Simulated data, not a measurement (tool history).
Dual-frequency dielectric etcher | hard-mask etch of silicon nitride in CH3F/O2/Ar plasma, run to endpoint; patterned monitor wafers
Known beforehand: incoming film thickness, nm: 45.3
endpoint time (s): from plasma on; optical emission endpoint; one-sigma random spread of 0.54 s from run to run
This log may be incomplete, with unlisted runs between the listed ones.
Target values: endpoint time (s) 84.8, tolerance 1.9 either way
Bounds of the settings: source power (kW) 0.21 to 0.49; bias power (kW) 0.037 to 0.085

| run | hour | source power (kW) | bias power (kW) | endpoint time (s) |
|---|---|---|---|---|
| 1 | 0 | 0.35 | 0.061 | 73.17 |
| 2 | 6.3 | 0.35 | 0.068 | 71.525 |
| 3 | 10.8 | 0.32 | 0.066 | 73.97 |
| 4 | 19.2 | 0.32 | 0.07 | 72.313 |
| 5 | 26.1 | 0.32 | 0.063 | 76.185 |
| 6 | 32.3 | 0.3 | 0.062 | 77.097 |
| 7 | 33.5 | 0.23 | 0.051 | 87.844 |
| 8 | 34.5 | 0.24 | 0.051 | 88.901 |
| 9 | 35.1 | 0.29 | 0.055 | 80.443 |
| 10 | 36.7 | 0.28 | 0.055 | 80.656 |
| 11 | 43.8 | 0.27 | 0.055 | 82.124 |

Which one of the following 4 next-run settings gets every result inside its allowed miss? There is exactly one.
| A | 50.9 | 0.3 | 0.058 | ? |
| B | 50.9 | 0.26 | 0.06 | ? |
| C | 50.9 | 0.27 | 0.051 | ? |
| D | 50.9 | 0.35 | 0.055 | ? |

| move | endpoint time (s) |
|---|---|
| A | 79.541 |
| B | 81.844 |
| C | 85.732 |
| D | 77.416 |
A: its largest miss is bigger than the last run's
B: its largest miss is bigger than the last run's
C: in spec on every target
D: its largest miss is bigger than the last run's
Answer: C
